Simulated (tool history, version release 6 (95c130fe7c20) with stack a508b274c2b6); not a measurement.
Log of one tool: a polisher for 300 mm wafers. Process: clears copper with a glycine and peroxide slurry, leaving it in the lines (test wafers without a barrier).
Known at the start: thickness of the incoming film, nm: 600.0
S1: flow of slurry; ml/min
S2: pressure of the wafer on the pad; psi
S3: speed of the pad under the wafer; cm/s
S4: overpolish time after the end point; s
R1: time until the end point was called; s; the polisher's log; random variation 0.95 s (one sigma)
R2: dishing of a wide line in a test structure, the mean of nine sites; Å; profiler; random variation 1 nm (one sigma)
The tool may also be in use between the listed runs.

Run 1, day 0.000: S1 285 ml/min, S2 2.4 psi, S3 94 cm/s, S4 21 s. Result: R1 168.31 s, R2 521.32 Å.
Run 2, day 0.171: S1 290 ml/min, S2 2.7 psi, S3 94 cm/s, S4 20 s. Result: R1 150.98 s, R2 541.79 Å.
Run 3, day 0.208: S1 290 ml/min, S2 2.7 psi, S3 94 cm/s, S4 15 s. Result: R1 153.05 s, R2 418.09 Å.
Run 4, day 0.425: S1 290 ml/min, S2 2.7 psi, S3 94 cm/s, S4 10 s. Result: R1 152.95 s, R2 284.26 Å.
Run 5, day 0.792: S1 290 ml/min, S2 2.7 psi, S3 78 cm/s, S4 10 s. Result: R1 175.15 s, R2 256.33 Å.
Run 6, day 0.833: S1 290 ml/min, S2 2.4 psi, S3 78 cm/s, S4 10 s. Result: R1 187.53 s, R2 234.02 Å.
At day 1.200: slurry nozzle cleaned.
Run 7, day 1.200: S1 285 ml/min, S2 2.7 psi, S3 84 cm/s, S4 12 s. Result: R1 158.08 s, R2 324.38 Å.
Run 8, day 1.358: S1 280 ml/min, S2 2.9 psi, S3 84 cm/s, S4 14 s. Result: R1 150.85 s, R2 400.52 Å.
Run 9, day 1.517: S1 275 ml/min, S2 3.1 psi, S3 84 cm/s, S4 15 s. Result: R1 143.93 s, R2 439.24 Å.

The next listed run, before its measurement:
Run 10, day 1.762: S1 275 ml/min, S2 3.2 psi, S3 86 cm/s, S4 16 s. Result: R1 ?, R2 ?.

{"run 10": {"R1": 136.91, "R2": 490.46}}

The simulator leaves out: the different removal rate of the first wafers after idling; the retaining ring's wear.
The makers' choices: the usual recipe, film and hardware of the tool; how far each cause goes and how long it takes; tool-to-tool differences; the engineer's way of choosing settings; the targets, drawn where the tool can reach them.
